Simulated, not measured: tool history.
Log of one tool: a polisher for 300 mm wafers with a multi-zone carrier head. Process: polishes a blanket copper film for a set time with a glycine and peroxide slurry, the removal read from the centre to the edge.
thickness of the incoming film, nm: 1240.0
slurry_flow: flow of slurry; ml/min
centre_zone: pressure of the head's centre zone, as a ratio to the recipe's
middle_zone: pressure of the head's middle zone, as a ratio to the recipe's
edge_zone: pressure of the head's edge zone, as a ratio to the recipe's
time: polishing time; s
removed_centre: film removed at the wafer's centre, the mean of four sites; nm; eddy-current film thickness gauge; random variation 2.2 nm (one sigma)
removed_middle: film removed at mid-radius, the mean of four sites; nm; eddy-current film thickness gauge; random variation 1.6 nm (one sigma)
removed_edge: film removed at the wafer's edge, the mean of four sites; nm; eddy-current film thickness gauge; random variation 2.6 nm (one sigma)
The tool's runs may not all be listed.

{"run": 1, "hour": 0.0, "slurry_flow": 270, "centre_zone": 1.0, "middle_zone": 1.0, "edge_zone": 1.0, "time": 79, "removed_centre": 257.82, "removed_middle": 254.36, "removed_edge": 259.08}
{"run": 2, "hour": 1.9, "slurry_flow": 270, "centre_zone": 1.0, "middle_zone": 1.07, "edge_zone": 1.0, "time": 79, "removed_centre": 258.28, "removed_middle": 264.73, "removed_edge": 256.79}
{"run": 3, "hour": 6.7, "slurry_flow": 270, "centre_zone": 1.05, "middle_zone": 1.07, "edge_zone": 1.0, "time": 79, "removed_centre": 274.03, "removed_middle": 265.93, "removed_edge": 260.51}
{"run": 4, "hour": 14.8, "slurry_flow": 265, "centre_zone": 1.06, "middle_zone": 1.02, "edge_zone": 0.97, "time": 74, "removed_centre": 258.75, "removed_middle": 246.29, "removed_edge": 236.89}
{"run": 5, "hour": 23.0, "slurry_flow": 265, "centre_zone": 0.99, "middle_zone": 1.02, "edge_zone": 0.97, "time": 74, "removed_centre": 237.99, "removed_middle": 243.58, "removed_edge": 236.91}
{"run": 6, "hour": 25.9, "slurry_flow": 240, "centre_zone": 0.99, "middle_zone": 1.02, "edge_zone": 0.97, "time": 74, "removed_centre": 237.59, "removed_middle": 239.78, "removed_edge": 236.06}
{"run": 7, "hour": 33.6, "slurry_flow": 230, "centre_zone": 1.02, "middle_zone": 0.98, "edge_zone": 0.96, "time": 70, "removed_centre": 228.87, "removed_middle": 217.86, "removed_edge": 220.67}
{"run": 8, "hour": 41.6, "slurry_flow": 220, "centre_zone": 1.04, "middle_zone": 0.94, "edge_zone": 0.94, "time": 68, "removed_centre": 224.44, "removed_middle": 206.18, "removed_edge": 216.39}
{"run": 9, "hour": 43.3, "slurry_flow": 220, "centre_zone": 1.06, "middle_zone": 0.92, "edge_zone": 0.92, "time": 66, "removed_centre": 222.99, "removed_middle": 196.07, "removed_edge": 209.55}
{"run": 10, "hour": 47.5, "slurry_flow": 220, "centre_zone": 1.07, "middle_zone": 0.91, "edge_zone": 0.9, "time": 65, "removed_centre": 219.55, "removed_middle": 195.6, "removed_edge": 199.36}
{"run": 11, "hour": 51.5, "slurry_flow": 215, "centre_zone": 1.08, "middle_zone": 0.89, "edge_zone": 0.89, "time": 65, "removed_centre": 225.33, "removed_middle": 191.82, "removed_edge": 196.85}
{"run": 12, "hour": 58.8, "slurry_flow": 210, "centre_zone": 1.08, "middle_zone": 0.88, "edge_zone": 0.89, "time": 65, "removed_centre": 220.6, "removed_middle": 189.51, "removed_edge": 195.64}

Run 13 comes next. What will it give?
{"run": 13, "hour": 65.2, "slurry_flow": 210, "centre_zone": 1.08, "middle_zone": 0.88, "edge_zone": 0.89, "time": 65, "removed_centre": "?", "removed_middle": "?", "removed_edge": "?"}

{"run 13": {"removed_centre": 219.64, "removed_middle": 188.85, "removed_edge": 196.13}}

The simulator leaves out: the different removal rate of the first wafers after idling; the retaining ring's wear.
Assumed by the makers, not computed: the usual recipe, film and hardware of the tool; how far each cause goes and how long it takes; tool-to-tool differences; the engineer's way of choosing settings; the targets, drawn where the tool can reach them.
